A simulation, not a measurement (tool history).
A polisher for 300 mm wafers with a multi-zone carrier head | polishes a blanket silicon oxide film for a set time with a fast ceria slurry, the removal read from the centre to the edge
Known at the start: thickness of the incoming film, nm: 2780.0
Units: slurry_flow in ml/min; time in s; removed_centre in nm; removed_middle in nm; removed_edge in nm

{"run": 1, "hour": 0.0, "slurry_flow": 230, "centre_zone": 1.0, "middle_zone": 1.0, "edge_zone": 1.0, "time": 43, "removed_centre": 824.99, "removed_middle": 786.88, "removed_edge": 788.02}
{"run": 2, "hour": 6.1, "slurry_flow": 230, "centre_zone": 1.0, "middle_zone": 1.08, "edge_zone": 1.0, "time": 43, "removed_centre": 812.57, "removed_middle": 856.67, "removed_edge": 804.5}
{"run": 3, "hour": 9.1, "slurry_flow": 230, "centre_zone": 1.04, "middle_zone": 1.08, "edge_zone": 1.0, "time": 43, "removed_centre": 858.37, "removed_middle": 849.88, "removed_edge": 798.3}
{"run": 4, "hour": 10.0, "slurry_flow": 235, "centre_zone": 1.04, "middle_zone": 1.09, "edge_zone": 1.04, "time": 46, "removed_centre": 902.11, "removed_middle": 922.55, "removed_edge": 877.41}
{"run": 5, "hour": 18.2, "slurry_flow": 240, "centre_zone": 1.05, "middle_zone": 1.09, "edge_zone": 1.07, "time": 48, "removed_centre": 952.63, "removed_middle": 977.77, "removed_edge": 947.1}
{"run": 6, "hour": 20.9, "slurry_flow": 205, "centre_zone": 1.05, "middle_zone": 1.09, "edge_zone": 1.07, "time": 48, "removed_centre": 936.25, "removed_middle": 946.59, "removed_edge": 920.64}
{"run": 7, "hour": 25.1, "slurry_flow": 220, "centre_zone": 1.07, "middle_zone": 1.1, "edge_zone": 1.1, "time": 49, "removed_centre": 962.11, "removed_middle": 976.6, "removed_edge": 960.68}

Forecast run 8:
{"run": 8, "hour": 27.1, "slurry_flow": 235, "centre_zone": 1.08, "middle_zone": 1.11, "edge_zone": 1.12, "time": 50, "removed_centre": "?", "removed_middle": "?", "removed_edge": "?"}

removed_centre: 1015.40 nm
removed_middle: 1004.20 nm
removed_edge: 1006.50 nm

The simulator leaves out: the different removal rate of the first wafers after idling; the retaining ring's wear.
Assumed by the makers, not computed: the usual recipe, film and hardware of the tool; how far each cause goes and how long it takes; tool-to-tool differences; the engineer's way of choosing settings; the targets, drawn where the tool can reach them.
